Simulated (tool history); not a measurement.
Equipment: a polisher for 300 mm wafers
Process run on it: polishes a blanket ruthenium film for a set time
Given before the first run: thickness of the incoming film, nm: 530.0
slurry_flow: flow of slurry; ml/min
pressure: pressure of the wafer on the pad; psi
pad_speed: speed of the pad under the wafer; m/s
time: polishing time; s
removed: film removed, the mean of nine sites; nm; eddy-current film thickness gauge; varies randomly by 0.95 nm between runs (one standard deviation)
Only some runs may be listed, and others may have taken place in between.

run 1 day=0.000 | slurry_flow=130 pressure=1.9 pad_speed=1.28 time=43 | removed=67.752
run 2 day=0.033 | slurry_flow=100 pressure=1.9 pad_speed=1.28 time=43 | removed=62.930
run 3 day=0.238 | slurry_flow=110 pressure=2.0 pad_speed=1.28 time=43 | removed=69.247
run 4 day=0.383 | slurry_flow=110 pressure=2.3 pad_speed=1.28 time=43 | removed=78.046
run 5 day=0.429 | slurry_flow=115 pressure=2.3 pad_speed=1.28 time=43 | removed=78.312
run 6 day=0.779 | slurry_flow=120 pressure=2.3 pad_speed=1.28 time=43 | removed=79.710
run 7 day=0.950 | slurry_flow=120 pressure=2.3 pad_speed=1.28 time=43 | removed=79.865

Run 8, settings as shown, results not yet in. Your forecast:
run 8 day=1.204 | slurry_flow=125 pressure=2.3 pad_speed=1.28 time=43 | removed=?

{"run 8": {"removed": 82.19}}

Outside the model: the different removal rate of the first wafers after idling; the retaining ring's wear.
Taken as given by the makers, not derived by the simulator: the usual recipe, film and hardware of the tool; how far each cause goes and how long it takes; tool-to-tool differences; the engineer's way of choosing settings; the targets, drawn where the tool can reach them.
